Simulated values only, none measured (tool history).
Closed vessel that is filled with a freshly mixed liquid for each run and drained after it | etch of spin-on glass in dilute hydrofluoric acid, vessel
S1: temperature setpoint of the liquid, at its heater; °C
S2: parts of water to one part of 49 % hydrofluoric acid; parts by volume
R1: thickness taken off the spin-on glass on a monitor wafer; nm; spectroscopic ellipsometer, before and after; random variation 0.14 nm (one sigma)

Run 1, day 0: S1 25 °C, S2 150 parts by volume, time in the liquid (s) 30. Result: R1 8.7869 nm.
Run 2, day 0.238: S1 25 °C, S2 150 parts by volume, time in the liquid (s) 30. Result: R1 8.7424 nm.
Run 3, day 0.483: S1 27 °C, S2 135 parts by volume, time in the liquid (s) 30. Result: R1 10.552 nm.
Run 4, day 0.621: S1 28.5 °C, S2 120 parts by volume, time in the liquid (s) 30. Result: R1 12.704 nm.
Run 5, day 0.762: S1 28.5 °C, S2 70 parts by volume, time in the liquid (s) 30. Result: R1 23.392 nm.
Run 6, day 0.938: S1 25.5 °C, S2 70 parts by volume, time in the liquid (s) 30. Result: R1 20.579 nm.
Run 7, day 1.104: S1 25 °C, S2 70 parts by volume, time in the liquid (s) 30. Result: R1 20.308 nm.

Forecast run 8:
Run 8, day 1.154: S1 24.5 °C, S2 70 parts by volume, time in the liquid (s) 30. Result: R1 ?.

R1: 19.881 nm
